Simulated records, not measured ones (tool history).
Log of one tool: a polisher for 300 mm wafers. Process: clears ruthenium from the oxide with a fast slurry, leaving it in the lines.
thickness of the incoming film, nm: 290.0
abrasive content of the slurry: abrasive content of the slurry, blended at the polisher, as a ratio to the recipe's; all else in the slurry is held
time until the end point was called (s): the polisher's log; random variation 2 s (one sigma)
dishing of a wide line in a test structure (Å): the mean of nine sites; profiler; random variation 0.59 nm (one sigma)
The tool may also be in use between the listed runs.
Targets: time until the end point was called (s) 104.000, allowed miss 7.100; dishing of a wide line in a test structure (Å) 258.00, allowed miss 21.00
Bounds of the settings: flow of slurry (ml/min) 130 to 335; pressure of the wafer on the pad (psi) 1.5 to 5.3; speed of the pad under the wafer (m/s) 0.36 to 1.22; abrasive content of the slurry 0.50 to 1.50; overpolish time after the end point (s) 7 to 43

run,day,flow of slurry (ml/min),pressure of the wafer on the pad (psi),speed of the pad under the wafer (m/s),abrasive content of the slurry,overpolish time after the end point (s),time until the end point was called (s),dishing of a wide line in a test structure (Å)
1,0.000,215,3.4,0.78,1.00,22,71.139,619.97
2,0.088,215,3.4,0.78,1.00,29,71.117,742.62
3,0.271,215,3.4,0.78,0.90,29,71.481,740.42
4,0.567,215,3.4,0.98,0.90,29,56.790,857.70
5,0.596,215,3.4,0.98,1.05,29,55.128,857.40
6,0.792,195,2.8,0.94,1.20,22,60.934,685.47
7,1.079,240,2.8,0.84,0.95,17,75.651,497.93
8,1.242,215,1.8,0.80,1.00,7,94.344,175.79
9,1.512,230,1.8,0.78,1.00,9,101.910,229.36
10,1.675,235,1.8,0.78,1.00,9,97.836,225.60

Which of these 5 next moves meets every target?
A,1.838,230,2.1,0.80,0.80,7,?,?
B,1.838,235,1.9,0.78,1.15,9,?,?
C,1.838,265,1.5,0.80,1.05,11,?,?
D,1.838,250,2.0,0.82,1.00,11,?,?
E,1.838,225,1.5,0.80,1.00,8,?,?

move,time until the end point was called (s),dishing of a wide line in a test structure (Å)
A,99.857,180.66
B,91.293,246.90
C,102.740,265.89
D,89.409,300.73
E,106.520,192.58
A: further off than the last run
B: brings the result that was furthest off to its target, and leaves another outside
C: meets every target
D: takes the result that was furthest off past its target
E: further off than the last run
The right move is C.
